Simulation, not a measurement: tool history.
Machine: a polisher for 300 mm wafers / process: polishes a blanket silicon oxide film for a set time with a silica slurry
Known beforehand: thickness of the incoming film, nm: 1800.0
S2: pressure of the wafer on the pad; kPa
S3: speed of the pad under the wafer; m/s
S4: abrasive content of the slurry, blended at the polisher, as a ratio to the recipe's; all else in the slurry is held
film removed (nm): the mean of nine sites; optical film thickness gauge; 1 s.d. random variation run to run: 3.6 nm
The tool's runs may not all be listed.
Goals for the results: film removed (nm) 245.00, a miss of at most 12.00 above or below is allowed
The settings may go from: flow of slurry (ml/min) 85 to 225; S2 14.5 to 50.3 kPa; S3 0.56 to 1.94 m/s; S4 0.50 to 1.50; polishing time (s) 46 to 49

{"run": 1, "day": 0.0, "flow of slurry (ml/min)": 145, "S2": 32.4, "S3": 1.24, "S4": 1.0, "polishing time (s)": 46, "film removed (nm)": 185.92}
{"run": 2, "day": 0.162, "flow of slurry (ml/min)": 145, "S2": 34.5, "S3": 1.24, "S4": 1.0, "polishing time (s)": 46, "film removed (nm)": 202.86}
{"run": 3, "day": 0.258, "flow of slurry (ml/min)": 145, "S2": 35.9, "S3": 1.24, "S4": 1.0, "polishing time (s)": 46, "film removed (nm)": 200.97}
{"run": 4, "day": 0.475, "flow of slurry (ml/min)": 145, "S2": 35.9, "S3": 1.24, "S4": 1.0, "polishing time (s)": 46, "film removed (nm)": 199.72}
{"run": 5, "day": 0.675, "flow of slurry (ml/min)": 145, "S2": 35.9, "S3": 1.24, "S4": 0.85, "polishing time (s)": 46, "film removed (nm)": 181.46}
{"run": 6, "day": 0.942, "flow of slurry (ml/min)": 145, "S2": 38.6, "S3": 1.26, "S4": 0.85, "polishing time (s)": 46, "film removed (nm)": 195.03}
{"run": 7, "day": 1.071, "flow of slurry (ml/min)": 145, "S2": 40.7, "S3": 1.28, "S4": 0.85, "polishing time (s)": 46, "film removed (nm)": 212.42}
{"run": 8, "day": 1.346, "flow of slurry (ml/min)": 145, "S2": 42.1, "S3": 1.28, "S4": 0.85, "polishing time (s)": 46, "film removed (nm)": 217.67}
{"run": 9, "day": 1.717, "flow of slurry (ml/min)": 145, "S2": 42.7, "S3": 1.28, "S4": 0.85, "polishing time (s)": 46, "film removed (nm)": 220.02}
{"run": 10, "day": 1.8, "flow of slurry (ml/min)": 145, "S2": 43.4, "S3": 1.28, "S4": 0.85, "polishing time (s)": 46, "film removed (nm)": 224.76}

Pick the move, out of 5, that brings all results within their allowed miss; only one does.
{"run": "A", "day": 1.883, "flow of slurry (ml/min)": 160, "S2": 37.9, "S3": 0.88, "S4": 1.15, "polishing time (s)": 48, "film removed (nm)": "?"}
{"run": "B", "day": 1.883, "flow of slurry (ml/min)": 140, "S2": 41.4, "S3": 1.16, "S4": 0.85, "polishing time (s)": 47, "film removed (nm)": "?"}
{"run": "C", "day": 1.883, "flow of slurry (ml/min)": 110, "S2": 44.8, "S3": 1.06, "S4": 1.1, "polishing time (s)": 46, "film removed (nm)": "?"}
{"run": "D", "day": 1.883, "flow of slurry (ml/min)": 165, "S2": 42.7, "S3": 1.3, "S4": 0.85, "polishing time (s)": 49, "film removed (nm)": "?"}
{"run": "E", "day": 1.883, "flow of slurry (ml/min)": 90, "S2": 45.5, "S3": 1.2, "S4": 0.9, "polishing time (s)": 46, "film removed (nm)": "?"}

move=A film_removed_(nm)=188.31
move=B film_removed_(nm)=198.24
move=C film_removed_(nm)=221.34
move=D film_removed_(nm)=241.06
move=E film_removed_(nm)=203.75
A: lands further from the targets than the last run did
B: lands further from the targets than the last run did
C: lands further from the targets than the last run did
D: meets every target
E: lands further from the targets than the last run did
D is the move that brings every result within its allowed miss.
